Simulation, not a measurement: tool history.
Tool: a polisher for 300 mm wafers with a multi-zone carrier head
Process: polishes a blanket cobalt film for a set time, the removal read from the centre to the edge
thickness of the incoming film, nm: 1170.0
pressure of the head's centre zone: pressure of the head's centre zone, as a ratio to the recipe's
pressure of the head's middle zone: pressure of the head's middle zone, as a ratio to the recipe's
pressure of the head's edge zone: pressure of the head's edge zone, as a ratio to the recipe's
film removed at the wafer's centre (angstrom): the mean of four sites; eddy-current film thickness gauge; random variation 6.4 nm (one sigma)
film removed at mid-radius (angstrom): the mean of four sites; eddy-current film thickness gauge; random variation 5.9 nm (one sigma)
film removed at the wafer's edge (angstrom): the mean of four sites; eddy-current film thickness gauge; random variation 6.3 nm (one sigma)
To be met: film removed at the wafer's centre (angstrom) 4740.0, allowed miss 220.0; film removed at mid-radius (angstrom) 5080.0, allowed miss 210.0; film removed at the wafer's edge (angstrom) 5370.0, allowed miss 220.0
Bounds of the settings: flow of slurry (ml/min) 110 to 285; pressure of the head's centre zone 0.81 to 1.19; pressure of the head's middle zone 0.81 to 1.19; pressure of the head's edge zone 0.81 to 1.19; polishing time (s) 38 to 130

run,hour,flow of slurry (ml/min),pressure of the head's centre zone,pressure of the head's middle zone,pressure of the head's edge zone,polishing time (s),film removed at the wafer's centre (angstrom),film removed at mid-radius (angstrom),film removed at the wafer's edge (angstrom)
1,0.0,180,1.00,1.00,1.00,84,3442.6,3519.2,3324.5
2,2.9,180,1.00,0.93,1.00,84,3346.6,3335.9,3484.2
3,5.3,180,1.00,0.93,1.00,100,4035.3,4099.4,4080.1
4,11.2,180,1.00,0.93,1.00,80,3176.3,3105.7,3278.4
5,14.5,185,0.99,0.93,1.02,86,3529.7,3428.1,3559.1
6,22.5,185,0.99,0.93,1.02,95,3829.4,3845.7,3906.4
7,28.2,185,0.98,0.92,1.03,99,3978.3,3855.5,4163.2
8,31.8,185,0.96,0.93,1.04,103,4119.8,4239.2,4332.1
9,40.1,190,0.95,0.93,1.06,105,4061.2,4139.3,4526.4
10,47.6,195,0.95,0.94,1.07,107,4218.8,4368.9,4569.2

4 next moves are on the table. One of them brings every result within its allowed miss. Which?
A,55.1,190,0.97,0.85,1.14,120,?,?,?
B,55.1,190,1.02,1.03,1.12,85,?,?,?
C,55.1,185,1.02,1.01,1.04,110,?,?,?
D,55.1,235,0.94,0.99,1.18,118,?,?,?

move,film removed at the wafer's centre (angstrom),film removed at mid-radius (angstrom),film removed at the wafer's edge (angstrom)
A,4898.0,4492.5,5282.9
B,3621.6,3672.8,3700.3
C,4662.7,4662.1,4599.8
D,4863.9,5105.3,5404.4
A: brings the result that was furthest off to its target, and leaves another outside
B: further off than the last run
C: as far off as the last run
D: meets every target
The right move is D.
